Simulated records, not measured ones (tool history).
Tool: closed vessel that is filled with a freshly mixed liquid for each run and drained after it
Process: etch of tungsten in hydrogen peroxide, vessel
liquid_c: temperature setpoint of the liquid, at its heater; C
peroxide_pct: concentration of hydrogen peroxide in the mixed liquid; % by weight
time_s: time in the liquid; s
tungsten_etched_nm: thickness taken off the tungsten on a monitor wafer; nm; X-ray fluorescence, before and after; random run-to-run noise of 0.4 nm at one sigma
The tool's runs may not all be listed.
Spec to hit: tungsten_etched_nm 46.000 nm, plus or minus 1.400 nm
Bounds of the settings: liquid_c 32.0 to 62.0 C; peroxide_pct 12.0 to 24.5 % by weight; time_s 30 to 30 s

Run 1, hour 0.0: liquid_c 46.0 C, peroxide_pct 16.5 % by weight, time_s 30 s. Result: tungsten_etched_nm 26.980 nm.
Run 2, hour 4.8: liquid_c 48.0 C, peroxide_pct 16.5 % by weight, time_s 30 s. Result: tungsten_etched_nm 31.182 nm.
Run 3, hour 12.5: liquid_c 48.0 C, peroxide_pct 16.5 % by weight, time_s 30 s. Result: tungsten_etched_nm 30.158 nm.
Run 4, hour 17.0: liquid_c 49.5 C, peroxide_pct 16.5 % by weight, time_s 30 s. Result: tungsten_etched_nm 33.262 nm.
Run 5, hour 18.4: liquid_c 50.5 C, peroxide_pct 16.5 % by weight, time_s 30 s. Result: tungsten_etched_nm 35.286 nm.
Run 6, hour 24.6: liquid_c 50.5 C, peroxide_pct 16.5 % by weight, time_s 30 s. Result: tungsten_etched_nm 35.391 nm.
Run 7, hour 25.7: liquid_c 51.5 C, peroxide_pct 16.5 % by weight, time_s 30 s. Result: tungsten_etched_nm 37.792 nm.
Run 8, hour 32.3: liquid_c 52.0 C, peroxide_pct 16.5 % by weight, time_s 30 s. Result: tungsten_etched_nm 39.348 nm.
Run 9, hour 37.2: liquid_c 52.5 C, peroxide_pct 16.5 % by weight, time_s 30 s. Result: tungsten_etched_nm 40.515 nm.
Run 10, hour 39.3: liquid_c 53.0 C, peroxide_pct 16.5 % by weight, time_s 30 s. Result: tungsten_etched_nm 41.634 nm.
Run 11, hour 48.4: liquid_c 53.5 C, peroxide_pct 16.5 % by weight, time_s 30 s. Result: tungsten_etched_nm 43.138 nm.
Run 12, hour 51.9: liquid_c 54.0 C, peroxide_pct 16.5 % by weight, time_s 30 s. Result: tungsten_etched_nm 43.460 nm.

Next run, 4 choices. One meets every target within its allowed miss, the rest don't. Which?
Run A, hour 55.4: liquid_c 55.0 C, peroxide_pct 18.5 % by weight, time_s 30 s. Result: tungsten_etched_nm ?.
Run B, hour 55.4: liquid_c 56.5 C, peroxide_pct 15.5 % by weight, time_s 30 s. Result: tungsten_etched_nm ?.
Run C, hour 55.4: liquid_c 55.0 C, peroxide_pct 16.0 % by weight, time_s 30 s. Result: tungsten_etched_nm ?.
Run D, hour 55.4: liquid_c 56.0 C, peroxide_pct 16.0 % by weight, time_s 30 s. Result: tungsten_etched_nm ?.

move  tungsten_etched_nm
   A              49.129
   B              49.104
   C              45.689
   D              48.453
A: pushes the last run's worst result past its target
B: pushes the last run's worst result past its target
C: all results in spec
D: pushes the last run's worst result past its target
So the answer is move C, the one that meets all the targets.
